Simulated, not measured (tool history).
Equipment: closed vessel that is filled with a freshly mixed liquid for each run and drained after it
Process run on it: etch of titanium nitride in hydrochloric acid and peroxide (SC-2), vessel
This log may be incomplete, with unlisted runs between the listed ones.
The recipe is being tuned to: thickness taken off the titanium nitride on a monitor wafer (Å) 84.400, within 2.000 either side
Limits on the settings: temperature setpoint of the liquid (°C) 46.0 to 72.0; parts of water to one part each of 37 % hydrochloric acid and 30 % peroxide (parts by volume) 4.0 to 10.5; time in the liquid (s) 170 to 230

run,hour,temperature setpoint of the liquid (°C),parts of water to one part each of 37 % hydrochloric acid and 30 % peroxide (parts by volume),time in the liquid (s),thickness taken off the titanium nitride on a monitor wafer (Å)
1,0.0,62.0,5.5,230,189.710
2,7.1,57.5,5.5,230,142.270
3,14.9,54.5,5.5,230,117.580
4,16.7,60.0,5.5,230,167.930
5,21.2,56.5,5.5,230,133.830
6,26.2,56.5,5.5,170,98.778
7,30.1,55.5,5.5,170,91.507
# hour 36.5: new drum of peroxide connected
8,36.5,55.0,5.5,170,93.692
9,43.4,54.5,5.5,170,89.108

Consider the 5 candidate settings below. Which is the only one whose results all fall within their allowed miss of target?
A,50.3,53.0,7.5,210,?
B,50.3,52.5,6.5,195,?
C,50.3,50.5,6.0,220,?
D,50.3,52.0,6.5,200,?
E,50.3,55.5,5.5,170,?

move,thickness taken off the titanium nitride on a monitor wafer (Å)
A,79.333
B,79.678
C,83.690
D,79.078
E,95.691
A: moves the result that the last run missed by most past its target, out the other side
B: moves the result that the last run missed by most past its target, out the other side
C: meets every target
D: moves the result that the last run missed by most past its target, out the other side
E: the biggest miss grows against the last run
C meets every target.
